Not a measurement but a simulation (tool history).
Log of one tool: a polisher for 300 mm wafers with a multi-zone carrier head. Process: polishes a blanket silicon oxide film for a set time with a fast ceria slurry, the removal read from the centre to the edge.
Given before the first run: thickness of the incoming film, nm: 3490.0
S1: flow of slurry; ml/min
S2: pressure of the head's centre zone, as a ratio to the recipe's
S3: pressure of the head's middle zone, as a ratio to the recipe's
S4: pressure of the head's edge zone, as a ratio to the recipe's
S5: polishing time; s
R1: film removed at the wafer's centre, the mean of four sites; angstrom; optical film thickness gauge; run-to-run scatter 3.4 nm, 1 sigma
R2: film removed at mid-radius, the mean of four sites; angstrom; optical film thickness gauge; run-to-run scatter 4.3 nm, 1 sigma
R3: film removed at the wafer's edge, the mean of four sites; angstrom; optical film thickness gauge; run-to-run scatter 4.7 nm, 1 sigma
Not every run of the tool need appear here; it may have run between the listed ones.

run,hour,S1,S2,S3,S4,S5,R1,R2,R3
1,0,120,1,1,1,67,4518,4529.7,4593.5
2,7.6,120,1,1,0.95,67,4594.8,4522.1,4486
3,11.8,125,1.02,0.95,1,67,4660.2,4312,4606.8
4,12.7,135,1.03,0.92,1.03,68,4804.9,4380.7,4840
5,15.7,140,1.05,0.89,1.06,68,5031.1,4290.6,4933.4
6,24.3,140,1.05,0.89,1.14,68,5005,4295.1,5153

Expected results for the next run?
7,33.1,140,1.06,0.87,1.15,68,?,?,?

Run 7 yielded R1 5099.1 angstrom, R2 4214.8 angstrom, R3 5041.2 angstrom.
